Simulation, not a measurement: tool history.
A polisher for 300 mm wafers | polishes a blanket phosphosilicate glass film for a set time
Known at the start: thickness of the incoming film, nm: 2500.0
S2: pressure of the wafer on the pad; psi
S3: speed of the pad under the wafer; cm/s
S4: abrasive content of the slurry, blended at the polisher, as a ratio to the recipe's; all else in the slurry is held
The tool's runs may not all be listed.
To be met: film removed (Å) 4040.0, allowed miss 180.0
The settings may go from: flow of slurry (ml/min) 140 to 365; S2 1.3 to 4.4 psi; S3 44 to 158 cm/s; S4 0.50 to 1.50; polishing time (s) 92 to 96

Run 1, hour 0.0: flow of slurry (ml/min) 235, S2 2.8 psi, S3 100 cm/s, S4 1.00, polishing time (s) 92. Result: film removed (Å) 6800.7.
Run 2, hour 2.5: flow of slurry (ml/min) 235, S2 2.8 psi, S3 100 cm/s, S4 0.90, polishing time (s) 92. Result: film removed (Å) 6460.6.
Run 3, hour 10.6: flow of slurry (ml/min) 235, S2 2.4 psi, S3 98 cm/s, S4 0.90, polishing time (s) 92. Result: film removed (Å) 5518.5.
Run 4, hour 14.2: flow of slurry (ml/min) 280, S2 2.4 psi, S3 98 cm/s, S4 0.90, polishing time (s) 92. Result: film removed (Å) 5746.7.
Run 5, hour 22.4: flow of slurry (ml/min) 235, S2 2.4 psi, S3 98 cm/s, S4 0.90, polishing time (s) 92. Result: film removed (Å) 5632.5.
Run 6, hour 29.3: flow of slurry (ml/min) 235, S2 2.1 psi, S3 98 cm/s, S4 0.90, polishing time (s) 92. Result: film removed (Å) 4863.5.
Run 7, hour 32.3: flow of slurry (ml/min) 230, S2 2.0 psi, S3 98 cm/s, S4 0.90, polishing time (s) 92. Result: film removed (Å) 4741.9.
Run 8, hour 34.5: flow of slurry (ml/min) 225, S2 1.9 psi, S3 98 cm/s, S4 0.90, polishing time (s) 92. Result: film removed (Å) 4420.1.
Run 9, hour 36.0: flow of slurry (ml/min) 220, S2 1.9 psi, S3 98 cm/s, S4 0.90, polishing time (s) 92. Result: film removed (Å) 4354.9.
At hour 37.9: slurry nozzle cleaned.
Run 10, hour 37.9: flow of slurry (ml/min) 215, S2 1.9 psi, S3 98 cm/s, S4 0.90, polishing time (s) 92. Result: film removed (Å) 4684.0.
Run 11, hour 38.9: flow of slurry (ml/min) 215, S2 1.8 psi, S3 98 cm/s, S4 0.90, polishing time (s) 92. Result: film removed (Å) 4451.6.

Which of these 4 next moves meets every target?
Run A, hour 39.9: flow of slurry (ml/min) 310, S2 1.8 psi, S3 142 cm/s, S4 0.50, polishing time (s) 94. Result: film removed (Å) ?.
Run B, hour 39.9: flow of slurry (ml/min) 225, S2 1.6 psi, S3 102 cm/s, S4 0.85, polishing time (s) 92. Result: film removed (Å) ?.
Run C, hour 39.9: flow of slurry (ml/min) 270, S2 1.7 psi, S3 104 cm/s, S4 0.85, polishing time (s) 96. Result: film removed (Å) ?.
Run D, hour 39.9: flow of slurry (ml/min) 190, S2 2.0 psi, S3 98 cm/s, S4 0.90, polishing time (s) 93. Result: film removed (Å) ?.

move  film removed (Å)
   A            4825.6
   B            4180.3
   C            4767.6
   D            5040.8
A: further off than the last run
B: meets every target
C: further off than the last run
D: further off than the last run
Answer: B
